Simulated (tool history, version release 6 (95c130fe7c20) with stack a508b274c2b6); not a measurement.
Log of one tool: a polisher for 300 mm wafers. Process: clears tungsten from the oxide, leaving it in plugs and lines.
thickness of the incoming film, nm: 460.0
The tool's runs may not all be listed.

| run | hour | flow of slurry (ml/min) | pressure of the wafer on the pad (kPa) | speed of the pad under the wafer (cm/s) | abrasive content of the slurry | overpolish time after the end point (s) | time until the end point was called (s) |
|---|---|---|---|---|---|---|---|
| 1 | 0 | 190 | 25.5 | 116 | 1 | 12 | 76.38 |
| 2 | 2.4 | 190 | 25.5 | 90 | 1 | 12 | 99.428 |
| 3 | 3.7 | 190 | 25.5 | 70 | 1 | 12 | 124.35 |
| 4 | 11.6 | 190 | 28.3 | 76 | 1 | 12 | 102.66 |
| 5 | 17.4 | 190 | 28.3 | 66 | 1 | 12 | 118.92 |
|  | 24.8 | slurry nozzle cleaned |
| 6 | 24.8 | 190 | 28.3 | 66 | 1 | 12 | 111.19 |
| 7 | 28 | 190 | 30.3 | 70 | 1 | 12 | 103.52 |
| 8 | 28.6 | 205 | 37.2 | 102 | 1.1 | 12 | 55.254 |

Forecast run 9:
| 9 | 29.3 | 205 | 37.9 | 102 | 1.1 | 12 | ? |

time until the end point was called (s): 55.041

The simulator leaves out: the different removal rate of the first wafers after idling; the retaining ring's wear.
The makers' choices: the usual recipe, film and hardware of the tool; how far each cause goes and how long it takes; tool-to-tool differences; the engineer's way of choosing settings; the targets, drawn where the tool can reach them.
